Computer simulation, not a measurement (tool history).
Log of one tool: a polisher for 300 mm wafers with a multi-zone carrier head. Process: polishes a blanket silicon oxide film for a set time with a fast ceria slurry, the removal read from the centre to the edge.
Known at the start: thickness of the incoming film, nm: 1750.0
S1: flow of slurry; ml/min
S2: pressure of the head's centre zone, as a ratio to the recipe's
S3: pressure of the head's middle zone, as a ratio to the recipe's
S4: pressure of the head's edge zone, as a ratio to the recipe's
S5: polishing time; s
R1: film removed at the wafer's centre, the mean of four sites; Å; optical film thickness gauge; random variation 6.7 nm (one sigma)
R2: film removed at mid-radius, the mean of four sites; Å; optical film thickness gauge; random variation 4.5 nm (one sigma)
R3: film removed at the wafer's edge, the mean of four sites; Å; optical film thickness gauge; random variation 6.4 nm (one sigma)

{"run": 1, "hour": 0.0, "S1": 140, "S2": 1, "S3": 1, "S4": 1, "S5": 46, "R1": 4991.9, "R2": 5059.3, "R3": 5116.6}
{"run": 2, "hour": 7.3, "S1": 145, "S2": 1, "S3": 1, "S4": 1.01, "S5": 46, "R1": 5022.1, "R2": 5092.3, "R3": 5010.2}
{"run": 3, "hour": 14.6, "S1": 140, "S2": 1, "S3": 0.99, "S4": 1.02, "S5": 47, "R1": 5176.7, "R2": 5102.1, "R3": 5200.2}
{"run": 4, "hour": 19.1, "S1": 155, "S2": 1, "S3": 0.99, "S4": 1.02, "S5": 47, "R1": 5181.9, "R2": 5205.1, "R3": 5250.6}
{"run": 5, "hour": 21.2, "S1": 155, "S2": 0.95, "S3": 0.99, "S4": 1.02, "S5": 47, "R1": 4879.7, "R2": 5352.5, "R3": 5234.8}
{"run": 6, "hour": 27.7, "S1": 160, "S2": 0.96, "S3": 0.99, "S4": 1.03, "S5": 47, "R1": 5060.5, "R2": 5232.5, "R3": 5283.4}
{"run": 7, "hour": 36.2, "S1": 160, "S2": 0.96, "S3": 0.99, "S4": 1.04, "S5": 47, "R1": 4970.5, "R2": 5295.2, "R3": 5226.6}
{"run": 8, "hour": 39.1, "S1": 160, "S2": 0.96, "S3": 0.98, "S4": 1.04, "S5": 48, "R1": 5210.4, "R2": 5318.7, "R3": 5296}

The next listed run, before its measurement:
{"run": 9, "hour": 41.9, "S1": 150, "S2": 0.96, "S3": 0.98, "S4": 1.05, "S5": 49, "R1": "?", "R2": "?", "R3": "?"}

R1: 5080.1 Å
R2: 5402.7 Å
R3: 5416.9 Å
